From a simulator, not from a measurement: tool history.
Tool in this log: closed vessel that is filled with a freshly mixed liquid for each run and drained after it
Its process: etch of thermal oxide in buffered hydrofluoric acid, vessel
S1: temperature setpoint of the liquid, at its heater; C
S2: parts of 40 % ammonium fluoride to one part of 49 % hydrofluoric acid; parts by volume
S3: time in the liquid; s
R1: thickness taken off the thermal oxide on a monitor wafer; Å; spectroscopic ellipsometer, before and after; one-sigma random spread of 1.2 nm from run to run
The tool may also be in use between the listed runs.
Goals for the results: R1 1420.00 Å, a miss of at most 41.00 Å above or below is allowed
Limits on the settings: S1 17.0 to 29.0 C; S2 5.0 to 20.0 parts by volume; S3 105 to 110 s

run,hour,S1,S2,S3,R1
1,0.0,21.0,12.0,105,789.15
2,1.5,23.5,11.5,105,930.41
3,7.5,25.0,11.0,105,1077.00
4,15.2,26.5,11.0,105,1136.70
5,21.3,26.5,11.0,110,1216.40
6,30.3,27.5,11.0,110,1274.00
7,36.5,28.0,11.0,110,1326.10
8,38.6,28.5,11.0,110,1353.50

Consider the 5 candidate settings below. Which is the only one whose results all fall within their allowed miss of target?
A,40.7,29.0,11.0,105,?
B,40.7,28.5,10.0,105,?
C,40.7,28.0,9.5,110,?
D,40.7,29.0,12.0,110,?
E,40.7,23.0,8.0,110,?

move,R1
A,1325.70
B,1416.70
C,1519.40
D,1275.60
E,1327.40
A: lands further from the targets than the last run did
B: each result inside its tolerance
C: the result that was furthest off in the last run now lies on the other side of its target
D: lands further from the targets than the last run did
E: lands further from the targets than the last run did
B is the move that brings every result within its allowed miss.
